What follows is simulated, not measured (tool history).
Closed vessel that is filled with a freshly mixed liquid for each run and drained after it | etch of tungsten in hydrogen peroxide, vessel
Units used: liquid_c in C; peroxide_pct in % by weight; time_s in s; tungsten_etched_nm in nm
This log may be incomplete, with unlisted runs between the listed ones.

| run | hour | liquid_c | peroxide_pct | time_s | tungsten_etched_nm |
|---|---|---|---|---|---|
| 1 | 0 | 44 | 16 | 90 | 145.56 |
| 2 | 5 | 44 | 19 | 90 | 160.69 |
| 3 | 12.6 | 42.5 | 19 | 90 | 143.35 |
| 4 | 16 | 42.5 | 19 | 95 | 150.16 |
| 5 | 21.3 | 41.5 | 19 | 95 | 140.09 |
| 6 | 26.1 | 41.5 | 19 | 90 | 134.19 |
| 7 | 28.8 | 40.5 | 19 | 90 | 128.2 |
| 8 | 30.5 | 39.5 | 19 | 90 | 119.5 |
| 9 | 39.8 | 38.5 | 19 | 90 | 111.17 |

Run 10, settings as shown, results not yet in. Your forecast:
| 10 | 48.9 | 33.5 | 19 | 90 | ? |

Logged for run 10: tungsten_etched_nm 79.59 nm.
